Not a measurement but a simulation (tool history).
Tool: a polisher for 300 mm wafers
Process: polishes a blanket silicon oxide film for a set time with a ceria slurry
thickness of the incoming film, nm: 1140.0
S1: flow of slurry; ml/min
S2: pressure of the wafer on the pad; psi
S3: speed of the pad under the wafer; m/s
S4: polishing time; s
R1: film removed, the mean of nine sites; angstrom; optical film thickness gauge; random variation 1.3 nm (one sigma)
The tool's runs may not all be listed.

Run 1, hour 0: S1 215 ml/min, S2 4.1 psi, S3 1.18 m/s, S4 33 s. Result: R1 2080.5 angstrom.
Run 2, hour 9: S1 215 ml/min, S2 3.7 psi, S3 1.18 m/s, S4 33 s. Result: R1 1860.6 angstrom.
Run 3, hour 15.9: S1 215 ml/min, S2 3.7 psi, S3 1.18 m/s, S4 28 s. Result: R1 1581.5 angstrom.
Run 4, hour 22.1: S1 215 ml/min, S2 3.7 psi, S3 1.18 m/s, S4 28 s. Result: R1 1616.1 angstrom.
Run 5, hour 27.2: S1 215 ml/min, S2 3.7 psi, S3 1.3 m/s, S4 28 s. Result: R1 1753.1 angstrom.
Run 6, hour 29.2: S1 245 ml/min, S2 3.7 psi, S3 1.3 m/s, S4 28 s. Result: R1 1821.2 angstrom.
Run 7, hour 34.1: S1 235 ml/min, S2 3.5 psi, S3 1.3 m/s, S4 28 s. Result: R1 1650.2 angstrom.
Run 8, hour 43.1: S1 235 ml/min, S2 3.3 psi, S3 1.3 m/s, S4 28 s. Result: R1 1588.7 angstrom.
Run 9, hour 52.1: S1 230 ml/min, S2 3.2 psi, S3 1.3 m/s, S4 28 s. Result: R1 1571.1 angstrom.
Run 10, hour 56.7: S1 230 ml/min, S2 3 psi, S3 1.3 m/s, S4 28 s. Result: R1 1497.7 angstrom.
Run 11, hour 59.2: S1 230 ml/min, S2 2.9 psi, S3 1.3 m/s, S4 28 s. Result: R1 1435 angstrom.
Run 12, hour 62.8: S1 230 ml/min, S2 2.8 psi, S3 1.3 m/s, S4 28 s. Result: R1 1406.2 angstrom.

The next listed run, before its measurement:
Run 13, hour 64.6: S1 230 ml/min, S2 2.7 psi, S3 1.3 m/s, S4 28 s. Result: R1 ?.

R1: 1368.3 angstrom
